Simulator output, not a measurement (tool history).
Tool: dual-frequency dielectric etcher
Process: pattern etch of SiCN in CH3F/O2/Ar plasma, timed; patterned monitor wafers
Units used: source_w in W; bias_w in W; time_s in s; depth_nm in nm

run    day  source_w  bias_w  time_s  depth_nm
  1  0.000       540      91    55.0    25.098
  2  0.271       630      91    55.0    26.504
  3  0.504       650      92    55.0    26.885
  4  0.612       670      93    55.0    27.166
  5  0.917       680      94    55.0    27.571
  6  1.138       680      94    50.5    25.209

Run 7 comes next. What will it give?
  7  1.188       690      99    51.0         ?

Run 7 measured depth_nm 26.198 nm.
